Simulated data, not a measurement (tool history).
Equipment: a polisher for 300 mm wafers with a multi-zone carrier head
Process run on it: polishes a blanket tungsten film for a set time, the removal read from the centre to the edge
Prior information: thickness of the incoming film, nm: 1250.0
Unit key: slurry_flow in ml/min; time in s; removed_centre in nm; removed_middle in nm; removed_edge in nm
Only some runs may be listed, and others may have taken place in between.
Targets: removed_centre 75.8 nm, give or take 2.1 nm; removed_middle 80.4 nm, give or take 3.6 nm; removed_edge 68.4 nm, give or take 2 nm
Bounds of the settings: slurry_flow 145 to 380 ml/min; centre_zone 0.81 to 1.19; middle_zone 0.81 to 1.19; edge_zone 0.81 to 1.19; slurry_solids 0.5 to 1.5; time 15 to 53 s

{"run": 1, "day": 0.0, "slurry_flow": 245, "centre_zone": 1, "middle_zone": 1, "edge_zone": 1, "slurry_solids": 1, "time": 34, "removed_centre": 126.26, "removed_middle": 120.83, "removed_edge": 117.4}
{"run": 2, "day": 0.342, "slurry_flow": 245, "centre_zone": 1.07, "middle_zone": 1, "edge_zone": 1, "slurry_solids": 1, "time": 34, "removed_centre": 136.1, "removed_middle": 120.67, "removed_edge": 116.97}
{"run": 3, "day": 0.712, "slurry_flow": 245, "centre_zone": 1.07, "middle_zone": 1, "edge_zone": 1.05, "slurry_solids": 1, "time": 34, "removed_centre": 134.47, "removed_middle": 121.07, "removed_edge": 119.62}
{"run": 4, "day": 0.767, "slurry_flow": 245, "centre_zone": 1.05, "middle_zone": 1.02, "edge_zone": 1.02, "slurry_solids": 0.9, "time": 32, "removed_centre": 121.08, "removed_middle": 109.58, "removed_edge": 107.94}
{"run": 5, "day": 0.996, "slurry_flow": 245, "centre_zone": 1.05, "middle_zone": 1.02, "edge_zone": 1.02, "slurry_solids": 0.9, "time": 26, "removed_centre": 98.449, "removed_middle": 89.753, "removed_edge": 85.654}
{"run": 6, "day": 1.038, "slurry_flow": 245, "centre_zone": 1.05, "middle_zone": 1.02, "edge_zone": 1.02, "slurry_solids": 1, "time": 26, "removed_centre": 101.02, "removed_middle": 92.681, "removed_edge": 89.03}
{"run": 7, "day": 1.321, "slurry_flow": 245, "centre_zone": 1.02, "middle_zone": 1.04, "edge_zone": 0.99, "slurry_solids": 0.9, "time": 26, "removed_centre": 95.816, "removed_middle": 92.266, "removed_edge": 86.334}
{"run": 8, "day": 1.538, "slurry_flow": 245, "centre_zone": 1.01, "middle_zone": 1.05, "edge_zone": 0.96, "slurry_solids": 0.8, "time": 25, "removed_centre": 87.669, "removed_middle": 87.151, "removed_edge": 79.308}
{"run": 9, "day": 1.746, "slurry_flow": 240, "centre_zone": 1, "middle_zone": 1.05, "edge_zone": 0.94, "slurry_solids": 0.75, "time": 25, "removed_centre": 85.554, "removed_middle": 84.591, "removed_edge": 77.06}
{"run": 10, "day": 1.821, "slurry_flow": 235, "centre_zone": 0.99, "middle_zone": 1.06, "edge_zone": 0.92, "slurry_solids": 0.75, "time": 25, "removed_centre": 85.265, "removed_middle": 84.384, "removed_edge": 75.367}
{"run": 11, "day": 1.879, "slurry_flow": 225, "centre_zone": 0.97, "middle_zone": 1.06, "edge_zone": 0.9, "slurry_solids": 0.75, "time": 25, "removed_centre": 82.943, "removed_middle": 82.846, "removed_edge": 75.274}
{"run": 12, "day": 2.204, "slurry_flow": 225, "centre_zone": 0.96, "middle_zone": 1.07, "edge_zone": 0.88, "slurry_solids": 0.7, "time": 25, "removed_centre": 80.679, "removed_middle": 82.591, "removed_edge": 72.485}
{"run": 13, "day": 2.379, "slurry_flow": 220, "centre_zone": 0.95, "middle_zone": 1.07, "edge_zone": 0.87, "slurry_solids": 0.7, "time": 25, "removed_centre": 80.21, "removed_middle": 81.481, "removed_edge": 73.217}

Of the 4 settings listed for the next run, only one would bring every result within its allowed miss of target. Which one?
{"run": "A", "day": 2.554, "slurry_flow": 175, "centre_zone": 0.89, "middle_zone": 0.99, "edge_zone": 0.91, "slurry_solids": 0.9, "time": 25, "removed_centre": "?", "removed_middle": "?", "removed_edge": "?"}
{"run": "B", "day": 2.554, "slurry_flow": 235, "centre_zone": 1.02, "middle_zone": 1.01, "edge_zone": 0.87, "slurry_solids": 0.85, "time": 21, "removed_centre": "?", "removed_middle": "?", "removed_edge": "?"}
{"run": "C", "day": 2.554, "slurry_flow": 190, "centre_zone": 0.96, "middle_zone": 1.1, "edge_zone": 0.85, "slurry_solids": 1, "time": 22, "removed_centre": "?", "removed_middle": "?", "removed_edge": "?"}
{"run": "D", "day": 2.554, "slurry_flow": 210, "centre_zone": 1, "middle_zone": 1.08, "edge_zone": 0.83, "slurry_solids": 0.7, "time": 24, "removed_centre": "?", "removed_middle": "?", "removed_edge": "?"}

move=A removed_centre=77.607 removed_middle=79.55 removed_edge=76.969
move=B removed_centre=75.446 removed_middle=69.925 removed_edge=64.771
move=C removed_centre=76.037 removed_middle=78.819 removed_edge=68.651
move=D removed_centre=78.777 removed_middle=77.866 removed_edge=67.822
A: misses by more than the last run did
B: takes the biggest miss from the last run beyond its target
C: every result lands within tolerance
D: gets the furthest-off result to its target, but another result is out of tolerance
Go with C: it meets all targets.
